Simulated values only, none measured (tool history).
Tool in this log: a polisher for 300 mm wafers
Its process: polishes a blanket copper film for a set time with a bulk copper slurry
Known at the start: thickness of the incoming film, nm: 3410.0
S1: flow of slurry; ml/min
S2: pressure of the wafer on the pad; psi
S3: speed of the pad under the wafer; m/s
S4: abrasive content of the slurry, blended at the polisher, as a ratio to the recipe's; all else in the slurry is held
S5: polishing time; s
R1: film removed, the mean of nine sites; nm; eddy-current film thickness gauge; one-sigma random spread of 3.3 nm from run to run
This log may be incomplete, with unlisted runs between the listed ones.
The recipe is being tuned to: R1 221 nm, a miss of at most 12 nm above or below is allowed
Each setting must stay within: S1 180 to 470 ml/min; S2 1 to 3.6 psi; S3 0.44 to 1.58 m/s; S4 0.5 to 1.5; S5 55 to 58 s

{"run": 1, "hour": 0.0, "S1": 300, "S2": 2.3, "S3": 1, "S4": 1, "S5": 55, "R1": 483.22}
{"run": 2, "hour": 0.6, "S1": 300, "S2": 2, "S3": 0.94, "S4": 1, "S5": 55, "R1": 392.68}
{"run": 3, "hour": 2.9, "S1": 300, "S2": 2, "S3": 0.94, "S4": 1, "S5": 55, "R1": 399.48}
{"run": 4, "hour": 10.2, "S1": 300, "S2": 2.4, "S3": 0.94, "S4": 1, "S5": 55, "R1": 464.83}
{"run": 5, "hour": 15.2, "S1": 300, "S2": 2.4, "S3": 0.78, "S4": 1, "S5": 55, "R1": 396.81}
{"run": 6, "hour": 21.6, "S1": 300, "S2": 2.4, "S3": 0.78, "S4": 1, "S5": 55, "R1": 393.84}
{"hour": 29.7, "done": "head pressure recalibrated"}
{"run": 7, "hour": 29.7, "S1": 300, "S2": 2.1, "S3": 0.76, "S4": 1, "S5": 55, "R1": 316.52}
{"run": 8, "hour": 32.2, "S1": 300, "S2": 2, "S3": 0.76, "S4": 1, "S5": 55, "R1": 303.2}
{"run": 9, "hour": 38.5, "S1": 300, "S2": 1.9, "S3": 0.76, "S4": 1, "S5": 55, "R1": 291.67}
{"run": 10, "hour": 41.6, "S1": 300, "S2": 1.8, "S3": 0.76, "S4": 1, "S5": 55, "R1": 276.38}
{"run": 11, "hour": 50.4, "S1": 300, "S2": 1.7, "S3": 0.76, "S4": 1, "S5": 55, "R1": 255.38}
{"run": 12, "hour": 51.4, "S1": 300, "S2": 1.6, "S3": 0.76, "S4": 1, "S5": 55, "R1": 245.31}

Which of these 5 next moves meets every target?
{"run": "A", "hour": 52.4, "S1": 285, "S2": 1.5, "S3": 0.88, "S4": 0.95, "S5": 58, "R1": "?"}
{"run": "B", "hour": 52.4, "S1": 280, "S2": 2, "S3": 0.74, "S4": 1, "S5": 56, "R1": "?"}
{"run": "C", "hour": 52.4, "S1": 320, "S2": 1.6, "S3": 0.76, "S4": 1.05, "S5": 56, "R1": "?"}
{"run": "D", "hour": 52.4, "S1": 305, "S2": 1.5, "S3": 0.72, "S4": 1.05, "S5": 55, "R1": "?"}
{"run": "E", "hour": 52.4, "S1": 340, "S2": 1.3, "S3": 0.7, "S4": 1.05, "S5": 55, "R1": "?"}

move=A R1=276.32
move=B R1=302.88
move=C R1=257.9
move=D R1=225.29
move=E R1=193.35
A: its largest miss is bigger than the last run's
B: its largest miss is bigger than the last run's
C: its largest miss is bigger than the last run's
D: in spec on every target
E: carries the result that was furthest off beyond its target, to the other side
Answer: D

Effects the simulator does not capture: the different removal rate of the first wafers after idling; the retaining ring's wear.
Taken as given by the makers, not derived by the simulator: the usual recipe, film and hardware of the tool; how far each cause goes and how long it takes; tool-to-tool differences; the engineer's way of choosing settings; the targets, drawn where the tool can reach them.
